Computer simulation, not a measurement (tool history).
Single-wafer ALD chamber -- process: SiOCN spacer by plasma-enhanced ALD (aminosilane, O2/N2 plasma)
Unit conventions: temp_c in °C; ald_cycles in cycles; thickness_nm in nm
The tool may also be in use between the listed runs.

| run | hour | temp_c | ald_cycles | thickness_nm |
|---|---|---|---|---|
| 1 | 0 | 385 | 64 | 4.1912 |
| 2 | 3.1 | 385 | 63 | 4.1407 |
| 3 | 7.3 | 385 | 72 | 4.7474 |
| 4 | 13.5 | 385 | 70 | 4.6143 |
| 5 | 14.2 | 385 | 68 | 4.4406 |
| 6 | 22.2 | 385 | 77 | 5.0683 |
| 7 | 25 | 385 | 67 | 4.4375 |
| 8 | 29.7 | 385 | 57 | 3.7243 |

Expected results for the next run?
| 9 | 33.7 | 385 | 56 | ? |

thickness_nm: 3.6524 nm
